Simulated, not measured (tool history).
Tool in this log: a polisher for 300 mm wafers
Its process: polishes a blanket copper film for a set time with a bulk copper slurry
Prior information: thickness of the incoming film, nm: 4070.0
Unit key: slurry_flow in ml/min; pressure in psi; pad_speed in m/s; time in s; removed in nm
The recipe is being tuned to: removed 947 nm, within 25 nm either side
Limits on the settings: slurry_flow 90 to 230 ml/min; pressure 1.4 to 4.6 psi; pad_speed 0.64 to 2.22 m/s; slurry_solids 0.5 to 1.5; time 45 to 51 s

| run | hour | slurry_flow | pressure | pad_speed | slurry_solids | time | removed |
|---|---|---|---|---|---|---|---|
| 1 | 0 | 150 | 3 | 1.42 | 1 | 51 | 552.61 |
| 2 | 7.9 | 150 | 3 | 1.42 | 1 | 45 | 494.56 |
| 3 | 11.2 | 150 | 3 | 1.42 | 1 | 45 | 493.54 |
| 4 | 19.5 | 150 | 3 | 1.24 | 1 | 45 | 447.86 |
| 5 | 21 | 135 | 3 | 1.24 | 1 | 45 | 439.13 |
| 6 | 29.8 | 135 | 3 | 1.24 | 1.15 | 45 | 450.02 |
|  | 31.4 | slurry blender recalibrated |
| 7 | 31.4 | 145 | 3.4 | 1.3 | 1.15 | 45 | 559.07 |
| 8 | 39.2 | 185 | 4.2 | 1.32 | 1.15 | 45 | 720.26 |

Pick the move, out of 5, that brings all results within their allowed miss; only one does.
| A | 47 | 120 | 3.7 | 1.12 | 1.3 | 50 | ? |
| B | 47 | 190 | 4.6 | 1.34 | 1.15 | 47 | ? |
| C | 47 | 180 | 4.1 | 0.94 | 1.2 | 51 | ? |
| D | 47 | 230 | 4.3 | 1.52 | 1.25 | 51 | ? |
| E | 47 | 200 | 4.2 | 1.88 | 1.1 | 51 | ? |

| move | removed |
|---|---|
| A | 614.1 |
| B | 830.69 |
| C | 654.32 |
| D | 950.34 |
| E | 1032.3 |
A: its largest miss is bigger than the last run's
B: closes in on the targets versus the last run, not all within tolerance yet
C: its largest miss is bigger than the last run's
D: meets every target
E: takes the result that was furthest off past its target
Correct choice: D, which meets every target
